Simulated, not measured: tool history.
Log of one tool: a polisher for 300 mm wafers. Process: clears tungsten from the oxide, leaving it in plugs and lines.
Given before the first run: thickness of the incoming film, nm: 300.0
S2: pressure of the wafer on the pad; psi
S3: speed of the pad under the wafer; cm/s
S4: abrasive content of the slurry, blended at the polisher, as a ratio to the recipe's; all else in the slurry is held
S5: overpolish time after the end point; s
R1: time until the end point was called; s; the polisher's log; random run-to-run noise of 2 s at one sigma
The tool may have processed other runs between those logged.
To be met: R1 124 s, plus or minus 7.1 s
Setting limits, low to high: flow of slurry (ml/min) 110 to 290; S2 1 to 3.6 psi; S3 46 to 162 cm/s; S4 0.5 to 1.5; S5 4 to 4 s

run 1 hour=0 | flow_of_slurry_(ml/min)=185 S2=2.3 S3=104 S4=1 S5=4 | R1=81.154
run 2 hour=8.3 | flow_of_slurry_(ml/min)=185 S2=2.3 S3=104 S4=1.2 S5=4 | R1=77.937
run 3 hour=9.4 | flow_of_slurry_(ml/min)=185 S2=2.1 S3=102 S4=1.2 S5=4 | R1=86.184
run 4 hour=14.2 | flow_of_slurry_(ml/min)=185 S2=2.1 S3=92 S4=1.2 S5=4 | R1=96.836
run 5 hour=20.1 | flow_of_slurry_(ml/min)=185 S2=2.1 S3=92 S4=1.4 S5=4 | R1=94.193
run 6 hour=27.5 | flow_of_slurry_(ml/min)=185 S2=2 S3=92 S4=1.4 S5=4 | R1=96.996
run 7 hour=29.5 | flow_of_slurry_(ml/min)=185 S2=1.9 S3=92 S4=1.4 S5=4 | R1=98.318
run 8 hour=34 | flow_of_slurry_(ml/min)=185 S2=1.3 S3=88 S4=1.4 S5=4 | R1=140.53
run 9 hour=38.9 | flow_of_slurry_(ml/min)=185 S2=1.4 S3=88 S4=1.4 S5=4 | R1=133.2

Below are 4 possible settings for the next run. Only one of them brings all results inside the allowed miss of their targets. Which is it?
run A hour=43.8 | flow_of_slurry_(ml/min)=175 S2=2 S3=80 S4=1.5 S5=4 | R1=?
run B hour=43.8 | flow_of_slurry_(ml/min)=200 S2=1.3 S3=98 S4=1.45 S5=4 | R1=?
run C hour=43.8 | flow_of_slurry_(ml/min)=195 S2=1.6 S3=98 S4=1.45 S5=4 | R1=?
run D hour=43.8 | flow_of_slurry_(ml/min)=165 S2=1.6 S3=98 S4=1.2 S5=4 | R1=?

move=A R1=111.05
move=B R1=126.64
move=C R1=108.61
move=D R1=115.61
A: carries the result that was furthest off beyond its target, to the other side
B: in spec on every target
C: carries the result that was furthest off beyond its target, to the other side
D: carries the result that was furthest off beyond its target, to the other side
So the answer is move B, the one that meets all the targets.
